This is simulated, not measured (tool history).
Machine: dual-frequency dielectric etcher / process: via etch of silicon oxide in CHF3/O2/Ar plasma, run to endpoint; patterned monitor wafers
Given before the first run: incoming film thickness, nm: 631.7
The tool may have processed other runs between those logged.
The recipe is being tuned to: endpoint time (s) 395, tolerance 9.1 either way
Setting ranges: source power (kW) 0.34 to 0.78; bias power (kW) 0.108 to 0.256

run  hour  source power (kW)  bias power (kW)  endpoint time (s)
  1     0               0.56            0.182              337.9
  2   2.8               0.65            0.182             315.82
  3  11.1               0.58            0.176             334.32
  4  19.4               0.52             0.17             352.49
  5  20.1               0.58             0.17             337.65
  6  22.2               0.53            0.165             350.98
  7  28.6               0.49             0.16             365.45
  8  29.4               0.46            0.157             382.77

Pick the move, out of 4, that brings all results within their allowed miss; only one does.
  A  30.2                0.4            0.131                  ?
  B  30.2               0.49            0.129                  ?
  C  30.2                0.5            0.166                  ?
  D  30.2               0.39            0.204                  ?

move  endpoint time (s)
   A              422.8
   B             391.86
   C             361.54
   D             373.52
A: moves the result that the last run missed by most past its target, out the other side
B: every result lands within tolerance
C: lands further from the targets than the last run did
D: lands further from the targets than the last run did
Move B is the one to make.
